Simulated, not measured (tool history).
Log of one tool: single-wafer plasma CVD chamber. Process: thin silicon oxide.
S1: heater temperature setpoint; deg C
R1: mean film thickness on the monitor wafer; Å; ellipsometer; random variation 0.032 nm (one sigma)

{"run": 1, "hour": 0.0, "S1": 410, "chamber pressure (Torr)": 0.54, "RF power (kW)": 0.365, "deposition time (s)": 7.25, "R1": 95.197}
{"run": 2, "hour": 0.6, "S1": 410, "chamber pressure (Torr)": 0.49, "RF power (kW)": 0.36, "deposition time (s)": 7.24, "R1": 85.728}
{"run": 3, "hour": 1.4, "S1": 410, "chamber pressure (Torr)": 0.49, "RF power (kW)": 0.34, "deposition time (s)": 7.24, "R1": 83.342}
{"run": 4, "hour": 5.3, "S1": 404, "chamber pressure (Torr)": 0.49, "RF power (kW)": 0.34, "deposition time (s)": 7.24, "R1": 83.927}
{"run": 5, "hour": 9.1, "S1": 404, "chamber pressure (Torr)": 0.455, "RF power (kW)": 0.34, "deposition time (s)": 7.23, "R1": 78.635}
{"run": 6, "hour": 12.3, "S1": 404, "chamber pressure (Torr)": 0.427, "RF power (kW)": 0.34, "deposition time (s)": 7.23, "R1": 73.269}
{"run": 7, "hour": 18.6, "S1": 404, "chamber pressure (Torr)": 0.353, "RF power (kW)": 0.335, "deposition time (s)": 7.22, "R1": 60.152}
{"run": 8, "hour": 24.8, "S1": 404, "chamber pressure (Torr)": 0.358, "RF power (kW)": 0.335, "deposition time (s)": 7.22, "R1": 61.156}

Run 9 comes next. What will it give?
{"run": 9, "hour": 26.5, "S1": 404, "chamber pressure (Torr)": 0.362, "RF power (kW)": 0.335, "deposition time (s)": 7.22, "R1": "?"}

{"run 9": {"R1": 61.473}}

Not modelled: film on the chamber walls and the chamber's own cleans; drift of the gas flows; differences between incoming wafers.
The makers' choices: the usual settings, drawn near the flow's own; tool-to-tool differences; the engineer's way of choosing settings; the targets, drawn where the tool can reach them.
